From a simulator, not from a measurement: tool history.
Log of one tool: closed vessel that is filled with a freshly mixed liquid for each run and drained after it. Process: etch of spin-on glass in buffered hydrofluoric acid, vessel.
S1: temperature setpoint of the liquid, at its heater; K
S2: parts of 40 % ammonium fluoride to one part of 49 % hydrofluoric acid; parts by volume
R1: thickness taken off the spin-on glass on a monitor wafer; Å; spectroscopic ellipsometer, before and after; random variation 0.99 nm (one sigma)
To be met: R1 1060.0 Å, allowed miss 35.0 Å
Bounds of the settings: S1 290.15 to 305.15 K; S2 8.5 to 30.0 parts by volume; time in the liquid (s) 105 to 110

Run 1, hour 0.0: S1 297.15 K, S2 23.5 parts by volume, time in the liquid (s) 105. Result: R1 1784.4 Å.
Run 2, hour 8.2: S1 297.15 K, S2 23.5 parts by volume, time in the liquid (s) 105. Result: R1 1793.1 Å.
Run 3, hour 13.0: S1 297.15 K, S2 23.5 parts by volume, time in the liquid (s) 110. Result: R1 1883.8 Å.
Run 4, hour 15.6: S1 297.15 K, S2 27.0 parts by volume, time in the liquid (s) 110. Result: R1 1689.6 Å.
Run 5, hour 17.9: S1 295.15 K, S2 28.0 parts by volume, time in the liquid (s) 110. Result: R1 1490.8 Å.
Run 6, hour 24.0: S1 291.65 K, S2 28.0 parts by volume, time in the liquid (s) 110. Result: R1 1225.3 Å.
Run 7, hour 28.6: S1 291.15 K, S2 28.5 parts by volume, time in the liquid (s) 110. Result: R1 1173.0 Å.
Run 8, hour 36.5: S1 290.65 K, S2 29.0 parts by volume, time in the liquid (s) 110. Result: R1 1141.6 Å.
Run 9, hour 37.8: S1 290.65 K, S2 29.5 parts by volume, time in the liquid (s) 110. Result: R1 1109.1 Å.

Which of these 4 next moves meets every target?
Run A, hour 39.1: S1 290.15 K, S2 30.0 parts by volume, time in the liquid (s) 110. Result: R1 ?.
Run B, hour 39.1: S1 292.65 K, S2 30.0 parts by volume, time in the liquid (s) 105. Result: R1 ?.
Run C, hour 39.1: S1 290.15 K, S2 24.0 parts by volume, time in the liquid (s) 105. Result: R1 ?.
Run D, hour 39.1: S1 291.65 K, S2 29.5 parts by volume, time in the liquid (s) 110. Result: R1 ?.

move      R1
   A  1077.8
   B  1186.4
   C  1200.9
   D  1188.1
A: meets every target
B: further off than the last run
C: further off than the last run
D: further off than the last run
Answer: A
